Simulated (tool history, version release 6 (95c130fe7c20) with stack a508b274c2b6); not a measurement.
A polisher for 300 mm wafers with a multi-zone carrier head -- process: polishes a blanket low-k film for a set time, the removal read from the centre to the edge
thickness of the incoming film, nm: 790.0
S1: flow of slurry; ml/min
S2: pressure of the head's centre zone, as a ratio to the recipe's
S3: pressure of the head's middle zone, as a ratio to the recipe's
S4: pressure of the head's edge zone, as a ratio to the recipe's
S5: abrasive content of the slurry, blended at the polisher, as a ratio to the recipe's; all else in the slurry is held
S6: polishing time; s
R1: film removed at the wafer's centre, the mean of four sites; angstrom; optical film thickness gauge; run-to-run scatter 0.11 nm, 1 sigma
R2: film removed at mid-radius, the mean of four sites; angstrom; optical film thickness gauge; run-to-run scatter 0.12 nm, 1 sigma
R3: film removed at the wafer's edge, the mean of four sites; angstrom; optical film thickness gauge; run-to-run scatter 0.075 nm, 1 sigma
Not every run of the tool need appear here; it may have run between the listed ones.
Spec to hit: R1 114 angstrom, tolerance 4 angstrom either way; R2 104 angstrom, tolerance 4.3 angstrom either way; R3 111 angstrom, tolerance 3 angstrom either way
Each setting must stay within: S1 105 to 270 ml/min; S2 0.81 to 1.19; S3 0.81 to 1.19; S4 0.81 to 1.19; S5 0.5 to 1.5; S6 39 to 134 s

Run 1, hour 0: S1 175 ml/min, S2 1, S3 1, S4 1, S5 1, S6 86 s. Result: R1 205.63 angstrom, R2 209.49 angstrom, R3 201.12 angstrom.
Run 2, hour 1.9: S1 155 ml/min, S2 1, S3 1, S4 1, S5 1, S6 86 s. Result: R1 194.05 angstrom, R2 201.34 angstrom, R3 197.06 angstrom.
Run 3, hour 9.3: S1 155 ml/min, S2 1, S3 1, S4 1, S5 1, S6 102 s. Result: R1 235.94 angstrom, R2 240.12 angstrom, R3 235.32 angstrom.
Run 4, hour 15.3: S1 155 ml/min, S2 1, S3 1, S4 0.95, S5 1, S6 102 s. Result: R1 235.13 angstrom, R2 238.32 angstrom, R3 231.91 angstrom.
Run 5, hour 22.6: S1 155 ml/min, S2 0.96, S3 1, S4 0.95, S5 1, S6 102 s. Result: R1 225.46 angstrom, R2 241.32 angstrom, R3 233.01 angstrom.
Run 6, hour 30.6: S1 185 ml/min, S2 0.96, S3 1, S4 0.95, S5 1, S6 102 s. Result: R1 241.94 angstrom, R2 241.72 angstrom, R3 237.24 angstrom.
Run 7, hour 38.9: S1 185 ml/min, S2 0.96, S3 0.97, S4 0.93, S5 0.9, S6 92 s. Result: R1 197.82 angstrom, R2 203.92 angstrom, R3 195.21 angstrom.
Run 8, hour 43.3: S1 190 ml/min, S2 0.98, S3 0.93, S4 0.97, S5 0.8, S6 84 s. Result: R1 166.25 angstrom, R2 159.14 angstrom, R3 162.47 angstrom.
Run 9, hour 49.9: S1 175 ml/min, S2 0.96, S3 0.86, S4 0.92, S5 0.55, S6 68 s. Result: R1 78.91 angstrom, R2 74.251 angstrom, R3 79.998 angstrom.
Run 10, hour 50.6: S1 195 ml/min, S2 0.97, S3 0.87, S4 0.95, S5 0.55, S6 68 s. Result: R1 81.459 angstrom, R2 75.341 angstrom, R3 81.849 angstrom.
Run 11, hour 51.7: S1 195 ml/min, S2 1, S3 0.9, S4 1, S5 0.55, S6 68 s. Result: R1 82.625 angstrom, R2 77.85 angstrom, R3 83.043 angstrom.
Run 12, hour 55.8: S1 210 ml/min, S2 1, S3 0.9, S4 1.01, S5 0.6, S6 68 s. Result: R1 99.249 angstrom, R2 91.892 angstrom, R3 96.761 angstrom.
Run 13, hour 57.3: S1 220 ml/min, S2 0.99, S3 0.9, S4 1.02, S5 0.6, S6 68 s. Result: R1 97.89 angstrom, R2 93.217 angstrom, R3 97.209 angstrom.
Run 14, hour 59.7: S1 230 ml/min, S2 1, S3 0.89, S4 1.04, S5 0.6, S6 68 s. Result: R1 100.3 angstrom, R2 92.187 angstrom, R3 99.017 angstrom.
Run 15, hour 61.7: S1 240 ml/min, S2 1, S3 0.89, S4 1.05, S5 0.6, S6 68 s. Result: R1 100.84 angstrom, R2 93.072 angstrom, R3 99.414 angstrom.

Exercise: of the 4 proposed moves below, exactly one satisfies all targets within the stated allowed misses. Which move is it?
Run A, hour 63.7: S1 200 ml/min, S2 0.81, S3 0.89, S4 1.19, S5 0.55, S6 87 s. Result: R1 ?, R2 ?, R3 ?.
Run B, hour 63.7: S1 260 ml/min, S2 0.83, S3 0.93, S4 1.12, S5 0.65, S6 62 s. Result: R1 ?, R2 ?, R3 ?.
Run C, hour 63.7: S1 245 ml/min, S2 1.08, S3 0.93, S4 1.05, S5 0.55, S6 72 s. Result: R1 ?, R2 ?, R3 ?.
Run D, hour 63.7: S1 215 ml/min, S2 1.01, S3 0.89, S4 1.03, S5 0.65, S6 69 s. Result: R1 ?, R2 ?, R3 ?.

move      R1      R2      R3
   A  94.415  98.362  112.56
   B  92.078  97.265  104.49
   C  98.938  86.602  91.474
   D  114.55  101.97   111.4
A: the furthest-off result lands on target, but another misses its tolerance
B: lands further from the targets than the last run did
C: lands further from the targets than the last run did
D: every result within its allowed miss
Answer: D

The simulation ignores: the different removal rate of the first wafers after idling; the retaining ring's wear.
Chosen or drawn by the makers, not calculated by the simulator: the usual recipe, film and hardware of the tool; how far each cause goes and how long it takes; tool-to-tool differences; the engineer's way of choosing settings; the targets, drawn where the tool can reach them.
